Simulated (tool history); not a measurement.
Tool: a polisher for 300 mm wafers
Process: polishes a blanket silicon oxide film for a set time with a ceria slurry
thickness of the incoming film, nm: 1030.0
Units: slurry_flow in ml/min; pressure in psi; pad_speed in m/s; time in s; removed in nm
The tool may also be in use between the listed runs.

run,day,slurry_flow,pressure,pad_speed,time,removed
1,0,270,3.6,1.26,72,555.26
2,0.262,210,3.6,1.26,72,544.51
3,0.483,210,3.1,1.24,72,472.49
4,0.771,210,2.7,1.22,72,424.21
5,0.917,275,2.7,1.22,72,447.17
6,1.183,270,2.4,1.2,72,401.87

Forecast run 7:
7,1.421,270,2.2,1.2,72,?

removed: 387.22 nm
